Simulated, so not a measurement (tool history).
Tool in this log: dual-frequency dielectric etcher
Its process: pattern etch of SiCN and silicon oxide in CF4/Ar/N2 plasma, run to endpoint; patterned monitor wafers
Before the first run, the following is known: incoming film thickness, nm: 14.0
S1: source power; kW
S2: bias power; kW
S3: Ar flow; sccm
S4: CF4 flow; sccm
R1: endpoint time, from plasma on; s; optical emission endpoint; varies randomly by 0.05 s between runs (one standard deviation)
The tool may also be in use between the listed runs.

run,hour,S1,S2,S3,S4,R1
1,0,0.4,0.084,101,72,17.347
2,4.9,0.4,0.084,101,77,17.131
3,5.8,0.43,0.084,101,77,15.865
4,8,0.45,0.084,101,77,15.026
5,12,0.4,0.084,101,77,17.2
6,20.4,0.4,0.084,115,77,17.47
7,26.2,0.43,0.084,115,77,16.122

What does the tool deliver on the next run?
8,32.7,0.45,0.084,115,77,?

Run 8 came out at R1 15.187 s.
